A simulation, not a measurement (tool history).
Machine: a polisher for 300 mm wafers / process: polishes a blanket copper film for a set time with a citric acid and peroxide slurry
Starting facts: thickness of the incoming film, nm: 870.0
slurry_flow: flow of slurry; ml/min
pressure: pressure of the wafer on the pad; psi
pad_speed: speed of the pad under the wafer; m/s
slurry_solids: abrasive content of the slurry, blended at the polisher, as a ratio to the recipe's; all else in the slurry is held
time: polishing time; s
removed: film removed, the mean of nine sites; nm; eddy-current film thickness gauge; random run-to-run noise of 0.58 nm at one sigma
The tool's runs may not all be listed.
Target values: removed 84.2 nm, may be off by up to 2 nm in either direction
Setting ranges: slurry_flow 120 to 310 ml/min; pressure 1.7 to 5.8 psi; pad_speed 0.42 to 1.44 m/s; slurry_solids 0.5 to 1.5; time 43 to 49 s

run    day  slurry_flow  pressure  pad_speed  slurry_solids  time  removed
  1      0          200       3.7       0.92              1    49    105.5
  2  0.183          200       3.7       0.84              1    49   97.265
  3  0.408          200       3.7       0.84           0.85    49   96.163
  4  0.508          200       3.7       0.84            0.7    49    92.08
  5  0.854          200       3.7       0.84            0.5    49   88.444
  6  0.883          200       3.3       0.84            0.5    49   79.297
  7  1.083          205       3.3       0.84            0.5    49   79.585
  8  1.396          210       3.3       0.84            0.5    49   79.522

Next run, 4 choices. One meets every target within its allowed miss, the rest don't. Which?
  A  1.708          195       3.6       0.92            0.5    43        ?
  B  1.708          220       3.5       0.88            0.6    43        ?
  C  1.708          205       3.4       0.74           0.65    49        ?
  D  1.708          225       3.8       0.78            0.5    47        ?

move  removed
   A   80.993
   B   79.529
   C    78.14
   D   84.194
A: gains on the last run, yet a result remains outside its allowed miss
B: no nearer and no further than the last run
C: misses by more than the last run did
D: every result within its allowed miss
The right move is D.
